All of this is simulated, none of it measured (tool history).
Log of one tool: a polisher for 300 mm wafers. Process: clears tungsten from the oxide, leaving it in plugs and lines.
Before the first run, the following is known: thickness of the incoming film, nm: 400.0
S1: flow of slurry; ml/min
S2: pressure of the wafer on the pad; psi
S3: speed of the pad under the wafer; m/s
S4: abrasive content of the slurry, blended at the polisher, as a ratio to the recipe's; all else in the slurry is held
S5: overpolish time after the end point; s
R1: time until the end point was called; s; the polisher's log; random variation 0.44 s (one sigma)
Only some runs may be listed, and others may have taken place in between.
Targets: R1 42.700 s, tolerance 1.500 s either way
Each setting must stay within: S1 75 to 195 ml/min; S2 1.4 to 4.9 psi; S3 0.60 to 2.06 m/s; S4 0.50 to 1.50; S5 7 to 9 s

| run | hour | S1 | S2 | S3 | S4 | S5 | R1 |
|---|---|---|---|---|---|---|---|
| 1 | 0.0 | 125 | 3.1 | 1.32 | 1.00 | 9 | 67.598 |
| 2 | 5.4 | 125 | 3.1 | 1.58 | 1.00 | 9 | 57.557 |
| 3 | 9.0 | 125 | 3.1 | 1.30 | 1.00 | 9 | 68.676 |
| 4 | 16.0 | 130 | 3.4 | 1.30 | 1.00 | 9 | 63.105 |
| 5 | 20.6 | 130 | 3.7 | 1.30 | 1.00 | 9 | 58.212 |
| 6 | 24.1 | 135 | 3.9 | 1.30 | 1.00 | 9 | 54.853 |
| 7 | 27.4 | 135 | 4.1 | 1.30 | 1.00 | 9 | 52.786 |
| 8 | 29.2 | 140 | 4.2 | 1.30 | 1.00 | 9 | 52.226 |

Exactly one of the 5 candidate moves below puts every result within its allowed miss. Which one?
| A | 31.0 | 145 | 3.6 | 1.12 | 1.05 | 7 | ? |
| B | 31.0 | 150 | 4.2 | 1.72 | 0.90 | 9 | ? |
| C | 31.0 | 155 | 4.3 | 1.36 | 1.10 | 7 | ? |
| D | 31.0 | 130 | 4.9 | 1.36 | 1.05 | 9 | ? |
| E | 31.0 | 160 | 4.3 | 1.56 | 1.10 | 9 | ? |

| move | R1 |
|---|---|
| A | 66.771 |
| B | 39.594 |
| C | 45.858 |
| D | 42.384 |
| E | 39.927 |
A: moves away from the targets compared with the last run
B: the result that was furthest off in the last run now lies on the other side of its target
C: nearer the targets than the last run, but a result is still out of spec
D: all results land within tolerance of their targets
E: the result that was furthest off in the last run now lies on the other side of its target
Go with D: it meets all targets.
